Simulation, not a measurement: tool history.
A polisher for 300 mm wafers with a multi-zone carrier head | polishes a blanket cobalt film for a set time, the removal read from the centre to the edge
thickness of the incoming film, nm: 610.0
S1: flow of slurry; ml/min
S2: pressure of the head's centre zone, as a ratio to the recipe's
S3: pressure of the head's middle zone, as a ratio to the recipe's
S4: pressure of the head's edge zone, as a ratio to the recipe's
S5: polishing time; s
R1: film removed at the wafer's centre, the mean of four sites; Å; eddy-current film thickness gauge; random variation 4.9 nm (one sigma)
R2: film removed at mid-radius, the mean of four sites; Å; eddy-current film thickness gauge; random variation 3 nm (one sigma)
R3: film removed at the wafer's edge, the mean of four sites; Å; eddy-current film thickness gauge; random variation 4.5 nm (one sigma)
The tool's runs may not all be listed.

run 1 day=0 | S1=235 S2=1 S3=1 S4=1 S5=30 | R1=2380.9 R2=2440.4 R3=2371.9
run 2 day=0.283 | S1=235 S2=1 S3=1 S4=1 S5=35 | R1=2823.6 R2=2841.4 R3=2803.1
run 3 day=0.342 | S1=240 S2=1 S3=1 S4=1.04 S5=36 | R1=2845.9 R2=2956.5 R3=2878.3
run 4 day=0.612 | S1=240 S2=0.97 S3=1 S4=1.04 S5=36 | R1=2860.3 R2=2939.4 R3=2961.3
run 5 day=0.892 | S1=245 S2=0.97 S3=0.98 S4=1.05 S5=37 | R1=2863.4 R2=2963 R3=3042.1
run 6 day=0.996 | S1=245 S2=0.97 S3=1.05 S4=1.05 S5=37 | R1=3006.5 R2=3113.6 R3=3101.2
run 7 day=1.283 | S1=255 S2=0.99 S3=1.01 S4=1.09 S5=38 | R1=3046.6 R2=3129.6 R3=3254.5

Run 8 comes next. What will it give?
run 8 day=1.425 | S1=265 S2=1.01 S3=1.01 S4=1.11 S5=38 | R1=? R2=? R3=?

R1: 3112.7 Å
R2: 3161.2 Å
R3: 3174.6 Å
